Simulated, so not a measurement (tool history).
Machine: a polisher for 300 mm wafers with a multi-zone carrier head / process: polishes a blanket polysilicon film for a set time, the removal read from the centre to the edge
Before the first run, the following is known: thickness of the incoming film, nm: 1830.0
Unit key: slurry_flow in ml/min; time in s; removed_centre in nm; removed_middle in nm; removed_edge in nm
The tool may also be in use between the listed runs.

Run 1, day 0: slurry_flow 240 ml/min, centre_zone 1, middle_zone 1, edge_zone 1, time 42 s. Result: removed_centre 245.08 nm, removed_middle 240.67 nm, removed_edge 247.7 nm.
Run 2, day 0.129: slurry_flow 240 ml/min, centre_zone 1, middle_zone 1, edge_zone 1, time 51 s. Result: removed_centre 291.35 nm, removed_middle 291.1 nm, removed_edge 302.27 nm.
Run 3, day 0.175: slurry_flow 240 ml/min, centre_zone 1, middle_zone 1, edge_zone 1, time 45 s. Result: removed_centre 258.57 nm, removed_middle 250.87 nm, removed_edge 266.72 nm.
Run 4, day 0.358: slurry_flow 240 ml/min, centre_zone 1.05, middle_zone 1, edge_zone 1, time 45 s. Result: removed_centre 279.5 nm, removed_middle 262.44 nm, removed_edge 264.93 nm.
Run 5, day 0.454: slurry_flow 240 ml/min, centre_zone 1, middle_zone 1, edge_zone 1, time 45 s. Result: removed_centre 265.43 nm, removed_middle 260.72 nm, removed_edge 262.48 nm.
Run 6, day 0.612: slurry_flow 230 ml/min, centre_zone 0.98, middle_zone 0.96, edge_zone 0.99, time 39 s. Result: removed_centre 220.75 nm, removed_middle 215.04 nm, removed_edge 225.56 nm.

Forecast run 7:
Run 7, day 0.904: slurry_flow 225 ml/min, centre_zone 1.02, middle_zone 0.86, edge_zone 0.89, time 27 s. Result: removed_centre ?, removed_middle ?, removed_edge ?.

removed_centre: 157.28 nm
removed_middle: 130.84 nm
removed_edge: 150.73 nm
